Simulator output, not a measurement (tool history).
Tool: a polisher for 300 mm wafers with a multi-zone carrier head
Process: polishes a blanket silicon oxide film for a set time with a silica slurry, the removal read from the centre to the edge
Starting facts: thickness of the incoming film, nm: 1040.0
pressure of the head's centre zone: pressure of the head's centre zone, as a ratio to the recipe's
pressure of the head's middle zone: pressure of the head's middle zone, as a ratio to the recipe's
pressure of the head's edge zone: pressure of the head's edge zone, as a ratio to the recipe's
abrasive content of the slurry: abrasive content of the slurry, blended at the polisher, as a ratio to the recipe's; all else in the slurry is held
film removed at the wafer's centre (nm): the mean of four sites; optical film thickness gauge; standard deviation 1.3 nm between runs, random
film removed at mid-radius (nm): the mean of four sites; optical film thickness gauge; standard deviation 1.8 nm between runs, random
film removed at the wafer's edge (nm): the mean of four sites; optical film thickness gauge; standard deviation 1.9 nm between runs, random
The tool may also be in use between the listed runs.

| run | hour | flow of slurry (ml/min) | pressure of the head's centre zone | pressure of the head's middle zone | pressure of the head's edge zone | abrasive content of the slurry | polishing time (s) | film removed at the wafer's centre (nm) | film removed at mid-radius (nm) | film removed at the wafer's edge (nm) |
|---|---|---|---|---|---|---|---|---|---|---|
| 1 | 0 | 185 | 1 | 1 | 1 | 1 | 44 | 207.21 | 211.08 | 216.78 |
| 2 | 7.8 | 185 | 1 | 1 | 0.97 | 0.9 | 42 | 194.26 | 196.7 | 195.06 |
| 3 | 9 | 185 | 1 | 1 | 0.97 | 1.05 | 42 | 204.56 | 207.5 | 203.05 |
| 4 | 13.2 | 185 | 1 | 1 | 0.97 | 0.85 | 42 | 188.76 | 189.26 | 191.28 |
| 5 | 13.7 | 185 | 1 | 1 | 0.97 | 0.75 | 42 | 180.01 | 182.74 | 178.95 |
| 6 | 17.8 | 185 | 1.04 | 1 | 0.97 | 0.75 | 42 | 187.44 | 180.99 | 179.09 |

What will run 7 give?
| 7 | 21.6 | 180 | 1.03 | 1 | 0.95 | 0.7 | 41 | ? | ? | ? |

{"run 7": {"film removed at the wafer's centre (nm)": 174, "film removed at mid-radius (nm)": 176.75, "film removed at the wafer's edge (nm)": 167.09}}

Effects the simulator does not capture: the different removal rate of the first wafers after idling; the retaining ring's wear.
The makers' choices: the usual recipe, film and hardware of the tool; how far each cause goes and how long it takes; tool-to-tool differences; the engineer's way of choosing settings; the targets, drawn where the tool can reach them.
